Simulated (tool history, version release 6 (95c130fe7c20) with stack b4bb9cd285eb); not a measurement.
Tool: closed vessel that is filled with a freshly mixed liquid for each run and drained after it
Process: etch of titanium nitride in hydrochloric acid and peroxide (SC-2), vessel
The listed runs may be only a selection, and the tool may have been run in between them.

run	hour	temperature setpoint of the liquid (C)	parts of water to one part each of 37 % hydrochloric acid and 30 % peroxide (parts by volume)	time in the liquid (s)	thickness taken off the titanium nitride on a monitor wafer (angstrom)
1	0	59	10.5	100	32.465
2	8.9	59	12	100	28.826
3	10.6	59	12	100	28.954
4	14.2	62.5	12	100	36.374
5	15.3	56	12	100	23.658
6	17.3	56	8.5	100	32.687
7	22.3	54.5	8.5	100	28.753
8	23.1	46.5	8.5	100	16.811

What will run 9 give?
9	32.1	46	8.5	100	?

thickness taken off the titanium nitride on a monitor wafer (angstrom): 16.153

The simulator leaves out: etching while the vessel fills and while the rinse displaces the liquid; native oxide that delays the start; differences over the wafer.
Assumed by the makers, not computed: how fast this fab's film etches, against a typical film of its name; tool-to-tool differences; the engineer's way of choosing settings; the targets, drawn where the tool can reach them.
